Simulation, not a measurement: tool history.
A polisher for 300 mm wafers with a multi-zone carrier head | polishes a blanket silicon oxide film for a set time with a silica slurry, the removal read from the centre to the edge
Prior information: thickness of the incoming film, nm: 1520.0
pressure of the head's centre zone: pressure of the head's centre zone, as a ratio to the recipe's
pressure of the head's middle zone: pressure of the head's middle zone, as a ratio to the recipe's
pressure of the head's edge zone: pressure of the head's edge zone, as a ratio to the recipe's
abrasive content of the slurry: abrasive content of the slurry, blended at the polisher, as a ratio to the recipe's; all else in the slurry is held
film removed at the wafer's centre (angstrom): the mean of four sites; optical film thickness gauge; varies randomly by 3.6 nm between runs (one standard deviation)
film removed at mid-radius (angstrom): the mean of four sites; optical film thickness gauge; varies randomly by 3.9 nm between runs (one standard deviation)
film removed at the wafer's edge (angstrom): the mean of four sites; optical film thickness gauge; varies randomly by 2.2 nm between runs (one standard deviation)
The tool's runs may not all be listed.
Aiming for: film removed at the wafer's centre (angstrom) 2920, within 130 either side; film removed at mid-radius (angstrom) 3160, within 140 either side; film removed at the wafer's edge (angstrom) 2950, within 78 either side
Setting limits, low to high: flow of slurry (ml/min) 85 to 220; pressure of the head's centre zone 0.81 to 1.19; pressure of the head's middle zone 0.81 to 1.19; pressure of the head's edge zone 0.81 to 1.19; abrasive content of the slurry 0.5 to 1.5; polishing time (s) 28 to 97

| run | hour | flow of slurry (ml/min) | pressure of the head's centre zone | pressure of the head's middle zone | pressure of the head's edge zone | abrasive content of the slurry | polishing time (s) | film removed at the wafer's centre (angstrom) | film removed at mid-radius (angstrom) | film removed at the wafer's edge (angstrom) |
|---|---|---|---|---|---|---|---|---|---|---|
| 1 | 0 | 140 | 1 | 1 | 1 | 1 | 62 | 2198.4 | 2310.3 | 2288.3 |
| 2 | 7.8 | 145 | 1.01 | 1.02 | 1.02 | 1.05 | 62 | 2300.5 | 2417.4 | 2353.9 |
| 3 | 15.6 | 145 | 0.96 | 1.02 | 1.02 | 1.05 | 62 | 2149.4 | 2351 | 2367.4 |
| 4 | 16.8 | 150 | 0.97 | 1.04 | 1.04 | 1.1 | 62 | 2265.1 | 2496.3 | 2408.3 |
| 5 | 22 | 155 | 0.97 | 1.04 | 1.05 | 1.15 | 62 | 2275.8 | 2504.5 | 2505.2 |
| 6 | 26.9 | 160 | 0.98 | 1.06 | 1.06 | 1.2 | 62 | 2375.2 | 2668.8 | 2532.1 |
| 7 | 34.8 | 165 | 0.99 | 1.06 | 1.07 | 1.25 | 62 | 2416 | 2686.3 | 2604.6 |
| 8 | 41.3 | 170 | 1 | 1.07 | 1.08 | 1.3 | 62 | 2475.8 | 2750.5 | 2631.9 |
| 9 | 45.6 | 170 | 1.01 | 1.07 | 1.09 | 1.35 | 62 | 2560 | 2783.7 | 2705.5 |

Consider the 5 candidate settings below. Which is the only one whose results all fall within their allowed miss of target?
| A | 49.9 | 165 | 1.07 | 1.15 | 1.03 | 1.25 | 68 | ? | ? | ? |
| B | 49.9 | 220 | 1.19 | 1.19 | 0.92 | 1.1 | 61 | ? | ? | ? |
| C | 49.9 | 220 | 1.02 | 1.1 | 1.09 | 1.2 | 69 | ? | ? | ? |
| D | 49.9 | 185 | 1.06 | 1.06 | 1.03 | 1.35 | 65 | ? | ? | ? |
| E | 49.9 | 220 | 1.19 | 1.18 | 0.9 | 1.15 | 65 | ? | ? | ? |

| move | film removed at the wafer's centre (angstrom) | film removed at mid-radius (angstrom) | film removed at the wafer's edge (angstrom) |
|---|---|---|---|
| A | 2932.3 | 3183.1 | 2797 |
| B | 2957.1 | 2953.3 | 2355.5 |
| C | 2939.5 | 3208.2 | 2982.2 |
| D | 2900.4 | 2959.3 | 2777.5 |
| E | 3194.1 | 3167.1 | 2518.1 |
A: an improvement on the last run, though not all results are within tolerance
B: lands further from the targets than the last run did
C: every result within its allowed miss
D: an improvement on the last run, though not all results are within tolerance
E: lands further from the targets than the last run did
Go with C: it meets all targets.

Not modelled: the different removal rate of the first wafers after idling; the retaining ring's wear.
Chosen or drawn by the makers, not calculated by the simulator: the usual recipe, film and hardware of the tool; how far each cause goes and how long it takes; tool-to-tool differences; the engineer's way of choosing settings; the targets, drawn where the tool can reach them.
